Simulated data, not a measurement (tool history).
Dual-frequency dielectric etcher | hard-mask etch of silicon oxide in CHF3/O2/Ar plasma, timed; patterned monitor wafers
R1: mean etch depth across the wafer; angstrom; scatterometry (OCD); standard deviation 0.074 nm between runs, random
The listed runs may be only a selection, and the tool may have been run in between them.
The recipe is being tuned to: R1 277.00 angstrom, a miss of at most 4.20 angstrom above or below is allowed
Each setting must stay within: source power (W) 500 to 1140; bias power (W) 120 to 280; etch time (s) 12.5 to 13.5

Run 1, hour 0.0: source power (W) 820, bias power (W) 200, etch time (s) 13.5. Result: R1 336.59 angstrom.
Run 2, hour 4.9: source power (W) 820, bias power (W) 235, etch time (s) 13.5. Result: R1 354.97 angstrom.
Run 3, hour 5.6: source power (W) 790, bias power (W) 228, etch time (s) 13.5. Result: R1 345.86 angstrom.
Run 4, hour 9.9: source power (W) 790, bias power (W) 228, etch time (s) 13.5. Result: R1 345.90 angstrom.
Run 5, hour 18.3: source power (W) 760, bias power (W) 222, etch time (s) 13.5. Result: R1 335.96 angstrom.
Run 6, hour 24.5: source power (W) 730, bias power (W) 219, etch time (s) 13.5. Result: R1 328.13 angstrom.
Run 7, hour 29.0: source power (W) 710, bias power (W) 217, etch time (s) 13.5. Result: R1 323.59 angstrom.
Run 8, hour 33.7: source power (W) 690, bias power (W) 215, etch time (s) 13.5. Result: R1 317.07 angstrom.
Run 9, hour 36.0: source power (W) 670, bias power (W) 214, etch time (s) 13.5. Result: R1 309.84 angstrom.
Run 10, hour 41.6: source power (W) 650, bias power (W) 214, etch time (s) 13.5. Result: R1 306.70 angstrom.
Run 11, hour 50.5: source power (W) 640, bias power (W) 214, etch time (s) 13.5. Result: R1 303.50 angstrom.
Run 12, hour 55.7: source power (W) 630, bias power (W) 214, etch time (s) 13.5. Result: R1 302.02 angstrom.
At hour 57.5: wet clean of the chamber.
Run 13, hour 57.5: source power (W) 620, bias power (W) 214, etch time (s) 13.5. Result: R1 285.74 angstrom.

5 candidate next runs follow, results not yet known. Just one meets every target within its allowed miss. Identify it.
Run A, hour 59.3: source power (W) 630, bias power (W) 242, etch time (s) 13.0. Result: R1 ?.
Run B, hour 59.3: source power (W) 640, bias power (W) 238, etch time (s) 13.5. Result: R1 ?.
Run C, hour 59.3: source power (W) 660, bias power (W) 254, etch time (s) 12.5. Result: R1 ?.
Run D, hour 59.3: source power (W) 680, bias power (W) 255, etch time (s) 12.5. Result: R1 ?.
Run E, hour 59.3: source power (W) 640, bias power (W) 206, etch time (s) 13.0. Result: R1 ?.

move      R1
   A  290.87
   B  302.67
   C  291.48
   D  296.31
   E  276.79
A: misses by more than the last run did
B: misses by more than the last run did
C: misses by more than the last run did
D: misses by more than the last run did
E: every result within its allowed miss
E is the move that brings every result within its allowed miss.

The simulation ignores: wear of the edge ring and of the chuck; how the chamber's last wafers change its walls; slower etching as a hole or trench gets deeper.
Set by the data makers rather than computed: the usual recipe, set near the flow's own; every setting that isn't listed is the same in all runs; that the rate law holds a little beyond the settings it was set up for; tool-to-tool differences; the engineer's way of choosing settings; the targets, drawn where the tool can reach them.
